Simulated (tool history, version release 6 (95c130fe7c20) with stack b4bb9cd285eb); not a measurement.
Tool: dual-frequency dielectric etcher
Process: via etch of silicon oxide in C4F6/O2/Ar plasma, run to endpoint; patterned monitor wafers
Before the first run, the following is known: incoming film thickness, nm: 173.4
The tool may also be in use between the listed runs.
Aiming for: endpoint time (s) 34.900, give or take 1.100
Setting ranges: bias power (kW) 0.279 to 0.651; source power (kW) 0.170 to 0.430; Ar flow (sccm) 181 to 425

run,hour,bias power (kW),source power (kW),Ar flow (sccm),endpoint time (s)
1,0.0,0.465,0.300,303,41.350
2,5.0,0.480,0.310,302,40.797
3,12.2,0.480,0.310,270,39.613
4,15.1,0.480,0.310,299,40.449
5,17.6,0.480,0.340,299,39.322
6,22.4,0.491,0.340,297,39.266
7,28.0,0.491,0.340,297,39.595
8,36.0,0.502,0.350,291,38.239
9,42.3,0.510,0.350,290,38.102
10,46.4,0.518,0.350,288,38.242
11,54.5,0.524,0.360,285,36.431
12,63.2,0.527,0.360,285,36.821
13,66.5,0.532,0.360,284,37.028
14,70.9,0.537,0.360,283,36.410

Of the 5 settings listed for the next run, only one would bring every result within its allowed miss of target. Which one?
A,75.3,0.567,0.390,256,?
B,75.3,0.504,0.330,292,?
C,75.3,0.557,0.360,317,?
D,75.3,0.514,0.330,289,?
E,75.3,0.476,0.340,216,?

move,endpoint time (s)
A,35.347
B,39.302
C,37.333
D,39.022
E,38.381
A: meets every target
B: misses by more than the last run did
C: misses by more than the last run did
D: misses by more than the last run did
E: misses by more than the last run did
Go with A: it meets all targets.
